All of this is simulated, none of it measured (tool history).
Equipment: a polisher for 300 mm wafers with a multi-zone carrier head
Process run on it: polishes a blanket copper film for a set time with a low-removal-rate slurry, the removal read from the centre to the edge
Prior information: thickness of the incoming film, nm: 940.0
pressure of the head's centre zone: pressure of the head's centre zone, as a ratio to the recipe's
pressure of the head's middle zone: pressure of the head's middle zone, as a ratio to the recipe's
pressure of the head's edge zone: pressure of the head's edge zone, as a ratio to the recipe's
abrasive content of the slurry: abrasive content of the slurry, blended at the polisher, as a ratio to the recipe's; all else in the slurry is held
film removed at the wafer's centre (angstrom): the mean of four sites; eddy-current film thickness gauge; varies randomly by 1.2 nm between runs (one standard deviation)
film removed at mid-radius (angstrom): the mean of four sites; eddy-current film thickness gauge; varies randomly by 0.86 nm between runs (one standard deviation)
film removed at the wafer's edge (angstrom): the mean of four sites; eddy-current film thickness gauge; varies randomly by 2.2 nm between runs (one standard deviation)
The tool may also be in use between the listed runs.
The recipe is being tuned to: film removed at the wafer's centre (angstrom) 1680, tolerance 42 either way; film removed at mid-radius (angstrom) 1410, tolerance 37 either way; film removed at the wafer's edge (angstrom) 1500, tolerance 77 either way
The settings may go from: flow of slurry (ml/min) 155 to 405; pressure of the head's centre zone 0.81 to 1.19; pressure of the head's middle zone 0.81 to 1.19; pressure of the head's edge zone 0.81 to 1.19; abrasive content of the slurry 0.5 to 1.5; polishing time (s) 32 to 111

run	hour	flow of slurry (ml/min)	pressure of the head's centre zone	pressure of the head's middle zone	pressure of the head's edge zone	abrasive content of the slurry	polishing time (s)	film removed at the wafer's centre (angstrom)	film removed at mid-radius (angstrom)	film removed at the wafer's edge (angstrom)
1	0	260	1	1	1	1	71	1841	1843.1	1870.8
2	3.7	260	0.93	1	1	1	71	1689.1	1854.4	1794.5
3	9.5	260	0.95	0.96	0.95	0.9	71	1682.8	1734.7	1722
4	13.2	260	0.95	0.96	0.95	0.75	71	1568.1	1639.6	1589.4
5	14.3	260	0.95	0.93	0.95	0.75	71	1573.3	1580.7	1642.6
6	19.7	220	0.95	0.93	0.95	0.75	71	1548.6	1561.5	1596.9
7	28	215	0.97	0.91	0.92	0.75	71	1578.8	1533.6	1584.8
8	31.8	215	0.99	0.89	0.9	0.75	71	1595.6	1493	1550.4
9	35.9	215	1.01	0.88	0.89	0.75	71	1617.6	1475.3	1535.1

Below are 4 possible settings for the next run. Only one of them brings all results inside the allowed miss of their targets. Which is it?
A	40	155	1.09	0.87	0.87	0.8	71	?	?	?
B	40	255	1	0.86	0.94	0.7	70	?	?	?
C	40	190	0.97	0.95	0.88	0.6	82	?	?	?
D	40	310	1.07	0.85	0.92	0.8	61	?	?	?

move	film removed at the wafer's centre (angstrom)	film removed at mid-radius (angstrom)	film removed at the wafer's edge (angstrom)
A	1660.9	1406.8	1511.6
B	1577.4	1426	1566.5
C	1605.6	1632.2	1617.3
D	1580.3	1320.2	1442.8
A: in spec on every target
B: gets the furthest-off result to its target, but another result is out of tolerance
C: further off than the last run
D: takes the biggest miss from the last run beyond its target
Move A is the one to make.
